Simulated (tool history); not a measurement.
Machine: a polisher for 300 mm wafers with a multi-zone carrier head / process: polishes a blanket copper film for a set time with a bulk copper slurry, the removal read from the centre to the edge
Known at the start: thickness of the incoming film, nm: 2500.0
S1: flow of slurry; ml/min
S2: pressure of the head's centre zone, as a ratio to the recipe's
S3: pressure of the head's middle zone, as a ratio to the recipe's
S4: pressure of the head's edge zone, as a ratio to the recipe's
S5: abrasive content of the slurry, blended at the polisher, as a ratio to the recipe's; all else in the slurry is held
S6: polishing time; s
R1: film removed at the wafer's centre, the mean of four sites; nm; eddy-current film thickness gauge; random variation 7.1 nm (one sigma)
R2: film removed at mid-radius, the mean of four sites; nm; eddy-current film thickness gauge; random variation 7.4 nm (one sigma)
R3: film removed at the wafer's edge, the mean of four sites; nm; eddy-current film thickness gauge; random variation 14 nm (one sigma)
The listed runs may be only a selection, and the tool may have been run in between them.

| run | day | S1 | S2 | S3 | S4 | S5 | S6 | R1 | R2 | R3 |
|---|---|---|---|---|---|---|---|---|---|---|
| 1 | 0 | 265 | 1 | 1 | 1 | 1 | 75 | 859.31 | 766.74 | 776.3 |
| 2 | 0.304 | 265 | 1 | 1 | 1 | 1 | 84 | 969.56 | 870.39 | 871.17 |
| 3 | 0.558 | 285 | 1.03 | 1.01 | 1.04 | 1.05 | 84 | 1011.5 | 882.22 | 899.54 |
| 4 | 0.712 | 325 | 1.03 | 1.01 | 1.04 | 1.05 | 84 | 1020.1 | 884.14 | 919.7 |
| 5 | 1 | 325 | 1.08 | 1.01 | 1.04 | 1.05 | 84 | 1081.4 | 891.39 | 905.27 |
| 6 | 1.058 | 330 | 1.09 | 1.02 | 1.06 | 1.1 | 84 | 1095.5 | 904.97 | 935.29 |

Run 7, settings as shown, results not yet in. Your forecast:
|  | 1.146 | centre zone pressure recalibrated |
| 7 | 1.146 | 335 | 1.1 | 1.03 | 1.07 | 1.15 | 84 | ? | ? | ? |

{"run 7": {"R1": 1050.7, "R2": 923.22, "R3": 931.7}}
